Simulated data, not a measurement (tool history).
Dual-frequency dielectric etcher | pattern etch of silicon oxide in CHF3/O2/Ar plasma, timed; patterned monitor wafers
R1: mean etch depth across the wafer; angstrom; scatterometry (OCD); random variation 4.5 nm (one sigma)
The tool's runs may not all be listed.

run 1 day=0.000 | source_power_(kW)=0.490 bias_power_(kW)=0.184 etch_time_(s)=653.0 | R1=10817.0
run 2 day=0.258 | source_power_(kW)=0.560 bias_power_(kW)=0.184 etch_time_(s)=653.0 | R1=11632.0
run 3 day=0.592 | source_power_(kW)=0.480 bias_power_(kW)=0.184 etch_time_(s)=653.0 | R1=10738.0
run 4 day=0.838 | source_power_(kW)=0.430 bias_power_(kW)=0.184 etch_time_(s)=653.0 | R1=9919.4
run 5 day=1.042 | source_power_(kW)=0.430 bias_power_(kW)=0.205 etch_time_(s)=653.0 | R1=10505.0
run 6 day=1.125 | source_power_(kW)=0.430 bias_power_(kW)=0.205 etch_time_(s)=682.0 | R1=11127.0
run 7 day=1.358 | source_power_(kW)=0.400 bias_power_(kW)=0.190 etch_time_(s)=679.0 | R1=10179.0
run 8 day=1.583 | source_power_(kW)=0.380 bias_power_(kW)=0.182 etch_time_(s)=677.5 | R1=9623.2
run 9 day=1.738 | source_power_(kW)=0.360 bias_power_(kW)=0.177 etch_time_(s)=676.5 | R1=9124.9
run 10 day=1.917 | source_power_(kW)=0.300 bias_power_(kW)=0.152 etch_time_(s)=672.0 | R1=7264.2

Forecast run 11:
run 11 day=2.158 | source_power_(kW)=0.370 bias_power_(kW)=0.153 etch_time_(s)=672.0 | R1=?

R1: 8555.5 angstrom
